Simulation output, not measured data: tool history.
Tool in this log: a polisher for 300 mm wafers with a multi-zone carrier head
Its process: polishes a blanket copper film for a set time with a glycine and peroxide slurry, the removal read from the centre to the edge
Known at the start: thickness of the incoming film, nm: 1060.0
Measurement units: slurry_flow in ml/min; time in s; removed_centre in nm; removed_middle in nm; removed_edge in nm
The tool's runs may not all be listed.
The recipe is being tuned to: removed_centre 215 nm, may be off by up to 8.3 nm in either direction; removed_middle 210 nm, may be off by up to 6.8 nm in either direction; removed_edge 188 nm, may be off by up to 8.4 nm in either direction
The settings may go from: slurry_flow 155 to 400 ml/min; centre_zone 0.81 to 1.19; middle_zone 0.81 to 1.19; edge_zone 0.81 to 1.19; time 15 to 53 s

run,hour,slurry_flow,centre_zone,middle_zone,edge_zone,time,removed_centre,removed_middle,removed_edge
1,0,255,1,1,1,34,135.85,135.5,133.08
2,5,255,1.04,1,1,34,137.27,136.67,136.17
3,5.8,255,1.11,1,1,34,151.1,131.41,134.77
4,13,270,1.12,1.06,1.01,37,165.67,155.5,152.3
5,19,270,1.12,1.06,0.94,37,164.37,153.68,148.32
6,20.1,230,1.12,1.06,0.94,37,163.02,152.72,144.16
7,27,235,1.14,1.09,0.95,40,176.89,169.49,157.02
8,31.7,255,1.16,1.11,0.95,42,190.86,182.73,164.97
9,34.4,265,1.17,1.12,0.97,43,200.16,189.2,168.72
10,38.6,270,1.16,1.12,0.99,44,202.25,188.42,175.37
11,45.5,275,1.16,1.19,1,47,213.4,216.51,188.7

Below are 5 possible settings for the next run. Only one of them brings all results inside the allowed miss of their targets. Which is it?
A,52.4,300,1.15,1.14,1.02,46,?,?,?
B,52.4,205,1.09,1.19,0.84,51,?,?,?
C,52.4,280,1.02,1.05,0.96,49,?,?,?
D,52.4,280,1.1,1.19,0.97,49,?,?,?
E,52.4,330,1.17,1.19,0.98,48,?,?,?

move,removed_centre,removed_middle,removed_edge
A,214.39,206.35,184.52
B,213.21,226.08,184.03
C,200.61,203.51,191.4
D,216.67,226.5,191.76
E,230.07,225.53,190.96
A: every result within its allowed miss
B: its largest miss is bigger than the last run's
C: the furthest-off result lands on target, but another misses its tolerance
D: its largest miss is bigger than the last run's
E: its largest miss is bigger than the last run's
A meets every target.

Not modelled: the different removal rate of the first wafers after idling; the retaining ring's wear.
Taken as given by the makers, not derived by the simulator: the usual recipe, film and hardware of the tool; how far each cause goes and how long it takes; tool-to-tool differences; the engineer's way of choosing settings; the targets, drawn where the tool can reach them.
